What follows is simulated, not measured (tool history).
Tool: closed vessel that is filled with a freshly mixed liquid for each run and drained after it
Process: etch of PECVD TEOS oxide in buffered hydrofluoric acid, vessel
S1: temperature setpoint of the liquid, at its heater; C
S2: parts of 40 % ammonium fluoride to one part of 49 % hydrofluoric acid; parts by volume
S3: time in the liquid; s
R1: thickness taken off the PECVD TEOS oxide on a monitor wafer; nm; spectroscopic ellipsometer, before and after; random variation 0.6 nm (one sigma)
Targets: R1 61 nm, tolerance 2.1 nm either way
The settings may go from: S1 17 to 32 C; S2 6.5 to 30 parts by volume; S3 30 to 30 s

| run | hour | S1 | S2 | S3 | R1 |
|---|---|---|---|---|---|
| 1 | 0 | 25 | 19.5 | 30 | 41.593 |
| 2 | 4.3 | 25 | 17.5 | 30 | 46.514 |
| 3 | 9 | 25 | 17.5 | 30 | 46.462 |
| 4 | 16.7 | 23 | 17.5 | 30 | 41.91 |
| 5 | 22.5 | 23 | 17.5 | 30 | 41.772 |
| 6 | 24.3 | 23 | 20.5 | 30 | 35.431 |
| 7 | 31.4 | 25 | 20 | 30 | 40.925 |
| 8 | 37.1 | 29 | 19.5 | 30 | 51.06 |
| 9 | 41 | 29.5 | 19.5 | 30 | 52.974 |

Which single option among these 4 for the next run brings every result within its allowed miss of target? Just one does.
| A | 44.9 | 27 | 13.5 | 30 | ? |
| B | 44.9 | 31.5 | 17.5 | 30 | ? |
| C | 44.9 | 27 | 15 | 30 | ? |
| D | 44.9 | 29 | 22.5 | 30 | ? |

| move | R1 |
|---|---|
| A | 67.683 |
| B | 66.565 |
| C | 61.04 |
| D | 47.219 |
A: carries the result that was furthest off beyond its target, to the other side
B: carries the result that was furthest off beyond its target, to the other side
C: all results land within tolerance of their targets
D: further off than the last run
So the answer is move C, the one that meets all the targets.
